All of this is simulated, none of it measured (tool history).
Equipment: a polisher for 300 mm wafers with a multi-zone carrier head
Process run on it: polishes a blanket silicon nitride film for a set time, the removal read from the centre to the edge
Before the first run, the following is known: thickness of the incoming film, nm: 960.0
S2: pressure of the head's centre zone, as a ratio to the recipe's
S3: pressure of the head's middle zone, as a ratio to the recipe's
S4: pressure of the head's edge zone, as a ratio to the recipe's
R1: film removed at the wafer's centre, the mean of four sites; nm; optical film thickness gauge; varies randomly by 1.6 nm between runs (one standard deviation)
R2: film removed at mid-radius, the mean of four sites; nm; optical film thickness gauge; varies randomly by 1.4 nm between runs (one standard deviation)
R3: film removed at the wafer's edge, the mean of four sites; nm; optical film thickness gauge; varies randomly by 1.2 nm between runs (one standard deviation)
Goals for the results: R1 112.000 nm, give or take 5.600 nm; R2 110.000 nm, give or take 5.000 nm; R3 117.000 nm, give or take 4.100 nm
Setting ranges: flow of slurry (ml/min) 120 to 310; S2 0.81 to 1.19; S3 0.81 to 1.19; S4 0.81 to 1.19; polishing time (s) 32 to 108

{"run": 1, "day": 0.0, "flow of slurry (ml/min)": 200, "S2": 1.0, "S3": 1.0, "S4": 1.0, "polishing time (s)": 70, "R1": 84.428, "R2": 85.277, "R3": 85.913}
{"run": 2, "day": 0.196, "flow of slurry (ml/min)": 200, "S2": 1.0, "S3": 1.0, "S4": 0.92, "polishing time (s)": 70, "R1": 86.604, "R2": 86.305, "R3": 83.369}
{"run": 3, "day": 0.567, "flow of slurry (ml/min)": 205, "S2": 1.0, "S3": 1.0, "S4": 0.96, "polishing time (s)": 74, "R1": 91.252, "R2": 90.974, "R3": 89.929}
{"run": 4, "day": 0.833, "flow of slurry (ml/min)": 205, "S2": 1.0, "S3": 1.0, "S4": 0.88, "polishing time (s)": 74, "R1": 89.513, "R2": 90.917, "R3": 85.881}
{"run": 5, "day": 1.104, "flow of slurry (ml/min)": 185, "S2": 1.0, "S3": 1.0, "S4": 0.88, "polishing time (s)": 74, "R1": 89.052, "R2": 89.938, "R3": 85.686}
{"run": 6, "day": 1.142, "flow of slurry (ml/min)": 215, "S2": 1.0, "S3": 1.0, "S4": 0.88, "polishing time (s)": 74, "R1": 91.693, "R2": 92.474, "R3": 87.815}
{"run": 7, "day": 1.267, "flow of slurry (ml/min)": 225, "S2": 1.0, "S3": 0.99, "S4": 0.92, "polishing time (s)": 77, "R1": 94.128, "R2": 97.643, "R3": 90.933}
{"run": 8, "day": 1.558, "flow of slurry (ml/min)": 205, "S2": 1.01, "S3": 1.0, "S4": 0.96, "polishing time (s)": 80, "R1": 100.66, "R2": 99.189, "R3": 97.555}
{"run": 9, "day": 1.6, "flow of slurry (ml/min)": 230, "S2": 0.99, "S3": 1.07, "S4": 1.06, "polishing time (s)": 85, "R1": 104.22, "R2": 114.34, "R3": 109.31}
{"run": 10, "day": 1.758, "flow of slurry (ml/min)": 225, "S2": 1.0, "S3": 1.05, "S4": 1.08, "polishing time (s)": 86, "R1": 106.31, "R2": 112.21, "R3": 111.66}
{"run": 11, "day": 1.867, "flow of slurry (ml/min)": 225, "S2": 1.01, "S3": 1.04, "S4": 1.09, "polishing time (s)": 86, "R1": 110.01, "R2": 109.31, "R3": 113.23}

Exactly one of the 5 candidate moves below puts every result within its allowed miss. Which one?
{"run": "A", "day": 1.975, "flow of slurry (ml/min)": 220, "S2": 1.0, "S3": 1.03, "S4": 1.08, "polishing time (s)": 82, "R1": "?", "R2": "?", "R3": "?"}
{"run": "B", "day": 1.975, "flow of slurry (ml/min)": 235, "S2": 1.03, "S3": 1.02, "S4": 1.17, "polishing time (s)": 86, "R1": "?", "R2": "?", "R3": "?"}
{"run": "C", "day": 1.975, "flow of slurry (ml/min)": 225, "S2": 1.02, "S3": 1.07, "S4": 1.11, "polishing time (s)": 83, "R1": "?", "R2": "?", "R3": "?"}
{"run": "D", "day": 1.975, "flow of slurry (ml/min)": 225, "S2": 1.03, "S3": 1.01, "S4": 1.08, "polishing time (s)": 82, "R1": "?", "R2": "?", "R3": "?"}
{"run": "E", "day": 1.975, "flow of slurry (ml/min)": 220, "S2": 1.05, "S3": 1.04, "S4": 1.08, "polishing time (s)": 84, "R1": "?", "R2": "?", "R3": "?"}

move=A R1=100.870 R2=103.640 R3=106.360
move=B R1=110.010 R2=108.710 R3=116.980
move=C R1=104.520 R2=108.670 R3=109.340
move=D R1=104.220 R2=102.230 R3=106.630
move=E R1=108.490 R2=107.010 R3=108.940
A: the biggest miss grows against the last run
B: in spec on every target
C: the biggest miss grows against the last run
D: the biggest miss grows against the last run
E: the biggest miss grows against the last run
Go with B: it meets all targets.

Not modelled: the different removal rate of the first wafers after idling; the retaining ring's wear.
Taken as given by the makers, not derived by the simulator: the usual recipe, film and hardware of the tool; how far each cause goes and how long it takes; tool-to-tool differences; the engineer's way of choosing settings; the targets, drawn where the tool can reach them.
